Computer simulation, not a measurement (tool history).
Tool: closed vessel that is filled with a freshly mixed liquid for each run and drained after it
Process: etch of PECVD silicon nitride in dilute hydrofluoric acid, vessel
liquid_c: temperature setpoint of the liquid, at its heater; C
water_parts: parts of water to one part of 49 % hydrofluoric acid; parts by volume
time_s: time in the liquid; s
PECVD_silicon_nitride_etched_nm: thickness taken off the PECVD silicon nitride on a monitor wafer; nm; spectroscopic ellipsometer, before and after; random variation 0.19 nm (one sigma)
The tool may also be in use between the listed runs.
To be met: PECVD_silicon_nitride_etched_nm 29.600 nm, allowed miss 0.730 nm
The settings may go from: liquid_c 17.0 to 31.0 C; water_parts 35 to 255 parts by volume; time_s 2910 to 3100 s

run  hour  liquid_c  water_parts  time_s  PECVD_silicon_nitride_etched_nm
  1   0.0      23.0          145    2910                           47.937
  2   3.6      23.0          145    3100                           51.494
  3  13.0      23.0          145    3100                           50.691
  4  14.6      21.0          150    3100                           42.990
  5  22.3      21.0          120    3100                           53.965
  6  25.2      19.5          135    3100                           43.725
  7  30.6      18.5          145    3100                           37.716
  8  34.8      18.5          145    3100                           38.101
  9  41.6      18.0          150    3100                           35.598
 10  43.4      17.5          155    3100                           33.330
 11  45.5      17.5          160    3100                           31.836

4 next moves are on the table. One of them brings every result within its allowed miss. Which?
  A  47.6      17.0          170    2910                                ?
  B  47.6      18.0          175    3030                                ?
  C  47.6      17.0          175    3000                                ?
  D  47.6      17.0          165    2915                                ?

move  PECVD_silicon_nitride_etched_nm
   A                           27.572
   B                           29.876
   C                           27.644
   D                           28.423
A: takes the result that was furthest off past its target
B: meets every target
C: takes the result that was furthest off past its target
D: takes the result that was furthest off past its target
The right move is B.
